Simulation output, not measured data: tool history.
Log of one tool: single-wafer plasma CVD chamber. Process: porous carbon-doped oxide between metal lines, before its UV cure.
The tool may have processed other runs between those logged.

run  hour  heater temperature setpoint (K)  RF power (W)  deposition time (s)  mean film thickness on the monitor wafer (angstrom)
  1     0                           588.15           675                 34.4                                               2159.3
  2   6.3                           588.15           675                 34.4                                               2151.8
  3    11                           581.15           675                 34.4                                               2229.5
  4  17.1                           589.15           650                 34.4                                               2107.6
  5    18                           595.15           630                 34.4                                               2012.3
  6  20.6                           599.15           620                 34.4                                               1945.3
  7  29.6                           602.15           615                 34.4                                               1895.6
  8  30.8                           603.15           615                 34.4                                               1899.5

What does the tool deliver on the next run?
  9  39.2                           603.15           615                 34.4                                                    ?

Run 9 came out at mean film thickness on the monitor wafer (angstrom) 1911.6.

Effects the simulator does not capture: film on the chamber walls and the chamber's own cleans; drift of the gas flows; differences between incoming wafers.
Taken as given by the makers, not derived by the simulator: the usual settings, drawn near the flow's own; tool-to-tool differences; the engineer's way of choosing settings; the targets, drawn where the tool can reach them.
